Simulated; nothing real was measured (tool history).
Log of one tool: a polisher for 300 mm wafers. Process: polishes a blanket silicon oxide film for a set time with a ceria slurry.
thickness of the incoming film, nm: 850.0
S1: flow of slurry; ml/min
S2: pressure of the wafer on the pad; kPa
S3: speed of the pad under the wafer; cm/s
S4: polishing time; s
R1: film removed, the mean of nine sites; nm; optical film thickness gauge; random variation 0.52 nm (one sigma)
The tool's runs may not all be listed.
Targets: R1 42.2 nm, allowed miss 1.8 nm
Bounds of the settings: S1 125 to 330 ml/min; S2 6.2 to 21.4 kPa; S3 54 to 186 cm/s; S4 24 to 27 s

Run 1, day 0: S1 210 ml/min, S2 13.8 kPa, S3 118 cm/s, S4 27 s. Result: R1 73.03 nm.
Run 2, day 0.246: S1 185 ml/min, S2 13.8 kPa, S3 118 cm/s, S4 27 s. Result: R1 71.121 nm.
Run 3, day 0.342: S1 180 ml/min, S2 11.7 kPa, S3 116 cm/s, S4 27 s. Result: R1 60.193 nm.
Run 4, day 0.621: S1 180 ml/min, S2 10.3 kPa, S3 116 cm/s, S4 27 s. Result: R1 53.266 nm.
Run 5, day 0.892: S1 180 ml/min, S2 9.7 kPa, S3 116 cm/s, S4 27 s. Result: R1 49.235 nm.
Run 6, day 1.025: S1 135 ml/min, S2 9.7 kPa, S3 116 cm/s, S4 27 s. Result: R1 48.461 nm.
Run 7, day 1.208: S1 135 ml/min, S2 7.6 kPa, S3 114 cm/s, S4 27 s. Result: R1 37.603 nm.
Run 8, day 1.429: S1 140 ml/min, S2 7.6 kPa, S3 114 cm/s, S4 27 s. Result: R1 37.206 nm.
Run 9, day 1.721: S1 145 ml/min, S2 7.6 kPa, S3 114 cm/s, S4 27 s. Result: R1 37.724 nm.

Which of these 4 next moves meets every target?
Run A, day 2.012: S1 160 ml/min, S2 7.6 kPa, S3 116 cm/s, S4 24 s. Result: R1 ?.
Run B, day 2.012: S1 160 ml/min, S2 7.6 kPa, S3 128 cm/s, S4 27 s. Result: R1 ?.
Run C, day 2.012: S1 150 ml/min, S2 11 kPa, S3 84 cm/s, S4 24 s. Result: R1 ?.
Run D, day 2.012: S1 130 ml/min, S2 8.3 kPa, S3 104 cm/s, S4 26 s. Result: R1 ?.

move      R1
   A   34.25
   B  42.396
   C  35.428
   D  34.651
A: further off than the last run
B: meets every target
C: further off than the last run
D: further off than the last run
Answer: B

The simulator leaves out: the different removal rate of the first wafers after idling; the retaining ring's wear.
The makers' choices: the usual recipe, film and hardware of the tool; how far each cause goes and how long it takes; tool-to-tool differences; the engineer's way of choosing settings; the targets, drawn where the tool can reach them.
